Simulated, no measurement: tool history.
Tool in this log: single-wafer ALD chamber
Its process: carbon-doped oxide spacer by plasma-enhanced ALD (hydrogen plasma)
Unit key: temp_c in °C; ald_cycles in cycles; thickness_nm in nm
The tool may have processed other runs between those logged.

| run | hour | temp_c | ald_cycles | thickness_nm |
|---|---|---|---|---|
| 1 | 0.0 | 390 | 458 | 21.861 |
| 2 | 8.3 | 390 | 481 | 23.064 |
| 3 | 14.8 | 380 | 481 | 22.778 |
| 4 | 20.3 | 386 | 481 | 22.829 |
| 5 | 28.2 | 381 | 481 | 22.950 |
| 6 | 37.7 | 381 | 497 | 23.734 |

Expected results for the next run?
| 7 | 46.2 | 381 | 507 | ? |

thickness_nm: 24.141 nm
